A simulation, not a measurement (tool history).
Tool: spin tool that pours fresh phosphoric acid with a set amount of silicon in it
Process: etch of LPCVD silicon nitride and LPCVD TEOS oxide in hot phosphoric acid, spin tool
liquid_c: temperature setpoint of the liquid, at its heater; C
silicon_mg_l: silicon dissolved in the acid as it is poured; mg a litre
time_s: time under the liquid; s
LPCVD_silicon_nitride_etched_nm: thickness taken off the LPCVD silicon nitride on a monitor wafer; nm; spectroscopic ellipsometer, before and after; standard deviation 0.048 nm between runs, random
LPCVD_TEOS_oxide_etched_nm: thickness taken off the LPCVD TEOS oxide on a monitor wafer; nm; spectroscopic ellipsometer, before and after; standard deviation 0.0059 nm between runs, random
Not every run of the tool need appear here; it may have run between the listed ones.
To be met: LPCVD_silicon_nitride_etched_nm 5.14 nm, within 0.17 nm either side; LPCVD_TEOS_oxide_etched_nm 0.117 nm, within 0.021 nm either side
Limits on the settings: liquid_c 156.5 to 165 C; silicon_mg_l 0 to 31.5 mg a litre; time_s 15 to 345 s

| run | hour | liquid_c | silicon_mg_l | time_s | LPCVD_silicon_nitride_etched_nm | LPCVD_TEOS_oxide_etched_nm |
|---|---|---|---|---|---|---|
| 1 | 0 | 160 | 14 | 175 | 17.662 | 0.52723 |
| 2 | 8.7 | 159 | 17.5 | 130 | 12.543 | 0.35457 |
| 3 | 10.7 | 159 | 17.5 | 60 | 5.7693 | 0.16653 |
| 4 | 13.3 | 159 | 14.5 | 60 | 5.7809 | 0.16943 |
| 5 | 22.1 | 159 | 14.5 | 15 | 1.4227 | 0.044331 |
| 6 | 26.2 | 158.5 | 18 | 15 | 1.4279 | 0.036461 |
| 7 | 33 | 160 | 20.5 | 25 | 2.4799 | 0.064988 |
| 8 | 34.9 | 161 | 23.5 | 30 | 3.0829 | 0.073053 |

4 next moves are on the table. One of them brings every result within its allowed miss. Which?
| A | 36.8 | 164 | 31.5 | 50 | ? | ? |
| B | 36.8 | 161 | 6.5 | 45 | ? | ? |
| C | 36.8 | 161.5 | 24 | 45 | ? | ? |
| D | 36.8 | 161 | 26 | 50 | ? | ? |

| move | LPCVD_silicon_nitride_etched_nm | LPCVD_TEOS_oxide_etched_nm |
|---|---|---|
| A | 5.6549 | 0.10537 |
| B | 4.6069 | 0.15711 |
| C | 4.6844 | 0.10419 |
| D | 5.1188 | 0.10438 |
A: moves the result that the last run missed by most past its target, out the other side
B: nearer the targets than the last run, but a result is still out of spec
C: nearer the targets than the last run, but a result is still out of spec
D: every result within its allowed miss
Go with D: it meets all targets.
